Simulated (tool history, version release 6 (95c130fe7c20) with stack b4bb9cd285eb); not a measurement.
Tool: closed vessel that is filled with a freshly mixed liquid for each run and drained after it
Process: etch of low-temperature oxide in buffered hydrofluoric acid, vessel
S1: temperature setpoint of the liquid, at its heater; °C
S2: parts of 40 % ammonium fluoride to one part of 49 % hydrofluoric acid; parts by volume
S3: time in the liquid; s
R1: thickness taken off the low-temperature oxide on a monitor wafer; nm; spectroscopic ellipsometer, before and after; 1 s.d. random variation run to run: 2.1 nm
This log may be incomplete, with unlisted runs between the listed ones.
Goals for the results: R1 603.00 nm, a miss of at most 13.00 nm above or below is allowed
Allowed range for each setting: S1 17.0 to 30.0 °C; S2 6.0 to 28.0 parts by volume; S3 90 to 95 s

{"run": 1, "hour": 0.0, "S1": 22.0, "S2": 17.0, "S3": 90, "R1": 339.41}
{"run": 2, "hour": 1.1, "S1": 22.0, "S2": 17.0, "S3": 95, "R1": 358.48}
{"run": 3, "hour": 9.3, "S1": 19.0, "S2": 17.0, "S3": 95, "R1": 303.87}
{"run": 4, "hour": 10.2, "S1": 19.0, "S2": 19.5, "S3": 95, "R1": 263.66}
{"run": 5, "hour": 17.9, "S1": 22.5, "S2": 18.5, "S3": 95, "R1": 336.04}
{"run": 6, "hour": 25.7, "S1": 24.5, "S2": 17.5, "S3": 95, "R1": 398.55}
{"run": 7, "hour": 30.5, "S1": 26.0, "S2": 17.0, "S3": 95, "R1": 445.45}
{"run": 8, "hour": 38.7, "S1": 27.0, "S2": 16.5, "S3": 95, "R1": 485.26}
{"run": 9, "hour": 47.1, "S1": 28.0, "S2": 16.0, "S3": 95, "R1": 523.43}
{"run": 10, "hour": 48.9, "S1": 30.0, "S2": 15.0, "S3": 95, "R1": 624.96}

5 next moves are on the table. One of them brings every result within its allowed miss. Which?
{"run": "A", "hour": 50.7, "S1": 30.0, "S2": 14.5, "S3": 95, "R1": "?"}
{"run": "B", "hour": 50.7, "S1": 30.0, "S2": 16.5, "S3": 95, "R1": "?"}
{"run": "C", "hour": 50.7, "S1": 29.5, "S2": 15.0, "S3": 95, "R1": "?"}
{"run": "D", "hour": 50.7, "S1": 30.0, "S2": 13.5, "S3": 90, "R1": "?"}
{"run": "E", "hour": 50.7, "S1": 30.0, "S2": 14.0, "S3": 90, "R1": "?"}

move=A R1=644.89
move=B R1=568.14
move=C R1=607.61
move=D R1=655.22
move=E R1=632.31
A: further off than the last run
B: moves the result that the last run missed by most past its target, out the other side
C: in spec on every target
D: further off than the last run
E: further off than the last run
Correct choice: C, which meets every target
